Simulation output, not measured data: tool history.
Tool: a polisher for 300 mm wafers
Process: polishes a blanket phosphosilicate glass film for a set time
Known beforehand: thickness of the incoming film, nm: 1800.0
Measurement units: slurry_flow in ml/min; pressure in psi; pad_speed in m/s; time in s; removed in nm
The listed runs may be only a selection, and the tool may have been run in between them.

run	hour	slurry_flow	pressure	pad_speed	slurry_solids	time	removed
1	0	305	3.5	0.86	1	37	289.35
2	8.6	250	3.5	0.86	1	37	285.98
3	11.4	250	3.4	0.86	1	37	277.19
4	19.1	250	3.4	0.86	1	37	281.33
5	25.2	250	3.4	0.86	1	37	281.68
6	33.2	250	3.3	0.86	1	37	273.72
7	41.8	250	3.2	0.86	1	37	267.44

What will run 8 give?
8	50.1	250	3.1	0.86	1	37	?

Run 8 came out at removed 260.36 nm.
